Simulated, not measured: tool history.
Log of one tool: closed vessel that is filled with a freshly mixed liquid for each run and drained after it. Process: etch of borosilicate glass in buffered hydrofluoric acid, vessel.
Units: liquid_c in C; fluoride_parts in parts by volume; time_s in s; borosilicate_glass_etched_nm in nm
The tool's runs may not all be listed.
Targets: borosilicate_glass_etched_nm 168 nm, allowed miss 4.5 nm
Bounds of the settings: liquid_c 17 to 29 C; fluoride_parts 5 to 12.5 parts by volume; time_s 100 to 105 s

run  hour  liquid_c  fluoride_parts  time_s  borosilicate_glass_etched_nm
  1     0        21             7.5     100                        144.23
  2   3.7        21             7.5     105                        149.75
  3     7      17.5             7.5     105                        123.99
  4   8.7        19             7.5     105                        135.33
  5  16.6        19             7.5     105                        134.83
  6  21.9        20             7.5     105                        141.26
  7  28.6        20             7.5     105                        140.44
  8  33.8        21             7.5     105                        148.53

Which of these 5 next moves meets every target?
  A    39      24.5             7.5     105                             ?
  B    39      20.5               6     105                             ?
  C    39      20.5             6.5     105                             ?
  D    39      17.5             7.5     100                             ?
  E    39      21.5               9     105                             ?

move  borosilicate_glass_etched_nm
   A                        180.68
   B                        180.73
   C                        168.13
   D                        117.73
   E                        125.79
A: takes the result that was furthest off past its target
B: takes the result that was furthest off past its target
C: meets every target
D: further off than the last run
E: further off than the last run
Move C is the one to make.
